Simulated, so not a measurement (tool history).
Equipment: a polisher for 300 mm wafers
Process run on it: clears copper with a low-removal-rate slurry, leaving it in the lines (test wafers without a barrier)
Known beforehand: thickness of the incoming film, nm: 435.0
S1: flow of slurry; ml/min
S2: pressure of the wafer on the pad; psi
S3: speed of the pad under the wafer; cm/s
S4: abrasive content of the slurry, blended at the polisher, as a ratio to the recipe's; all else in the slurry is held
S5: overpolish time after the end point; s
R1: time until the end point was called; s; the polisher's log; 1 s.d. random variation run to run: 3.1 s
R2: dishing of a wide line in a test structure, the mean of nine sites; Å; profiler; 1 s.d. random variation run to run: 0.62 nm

| run | day | S1 | S2 | S3 | S4 | S5 | R1 | R2 |
|---|---|---|---|---|---|---|---|---|
| 1 | 0 | 205 | 2.2 | 142 | 1 | 27 | 168.09 | 354.71 |
| 2 | 0.175 | 205 | 2.2 | 142 | 1 | 18 | 170.1 | 269.84 |
| 3 | 0.433 | 205 | 2.1 | 142 | 1 | 20 | 172.42 | 276.64 |
| 4 | 0.808 | 205 | 2 | 140 | 1 | 22 | 189.37 | 306.09 |
| 5 | 0.904 | 205 | 2 | 140 | 1.2 | 22 | 180.64 | 287.93 |
| 6 | 0.942 | 180 | 2 | 140 | 1.2 | 22 | 183.37 | 302.91 |

Run 7 comes next. What will it give?
| 7 | 1.271 | 175 | 2 | 140 | 1.2 | 23 | ? | ? |

{"run 7": {"R1": 180.16, "R2": 294.63}}

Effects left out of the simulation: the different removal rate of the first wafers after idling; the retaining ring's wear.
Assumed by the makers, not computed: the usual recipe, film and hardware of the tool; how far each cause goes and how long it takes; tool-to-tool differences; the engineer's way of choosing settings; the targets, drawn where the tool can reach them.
